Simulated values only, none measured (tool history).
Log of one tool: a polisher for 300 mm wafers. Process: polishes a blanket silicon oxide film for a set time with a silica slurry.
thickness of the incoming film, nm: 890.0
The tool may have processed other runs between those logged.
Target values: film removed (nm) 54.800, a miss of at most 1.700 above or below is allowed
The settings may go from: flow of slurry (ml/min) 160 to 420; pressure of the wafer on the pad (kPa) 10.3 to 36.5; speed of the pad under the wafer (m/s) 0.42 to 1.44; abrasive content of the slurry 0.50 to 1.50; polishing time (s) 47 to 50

run	hour	flow of slurry (ml/min)	pressure of the wafer on the pad (kPa)	speed of the pad under the wafer (m/s)	abrasive content of the slurry	polishing time (s)	film removed (nm)
1	0.0	270	23.4	0.92	1.00	47	96.107
2	1.2	270	21.4	0.92	1.00	47	90.654
3	7.8	270	21.4	0.92	1.00	47	91.390
4	11.0	270	21.4	0.92	1.00	47	89.259
5	14.1	320	21.4	0.92	1.00	47	91.650
6	15.0	320	20.0	0.90	1.00	47	85.084
7	23.6	320	18.6	0.88	1.00	47	81.178
8	29.0	320	17.2	0.86	1.00	47	76.048
9	36.9	320	16.5	0.84	1.00	47	71.971

Consider the 4 candidate settings below. Which is the only one whose results all fall within their allowed miss of target?
A	44.8	280	18.6	0.64	0.95	47	?
B	44.8	280	24.8	0.56	0.70	47	?
C	44.8	345	11.7	0.72	1.05	47	?
D	44.8	310	13.8	0.74	0.95	48	?

move	film removed (nm)
A	60.619
B	57.786
C	54.694
D	59.155
A: gains on the last run, yet a result remains outside its allowed miss
B: gains on the last run, yet a result remains outside its allowed miss
C: every result within its allowed miss
D: gains on the last run, yet a result remains outside its allowed miss
So the answer is move C, the one that meets all the targets.

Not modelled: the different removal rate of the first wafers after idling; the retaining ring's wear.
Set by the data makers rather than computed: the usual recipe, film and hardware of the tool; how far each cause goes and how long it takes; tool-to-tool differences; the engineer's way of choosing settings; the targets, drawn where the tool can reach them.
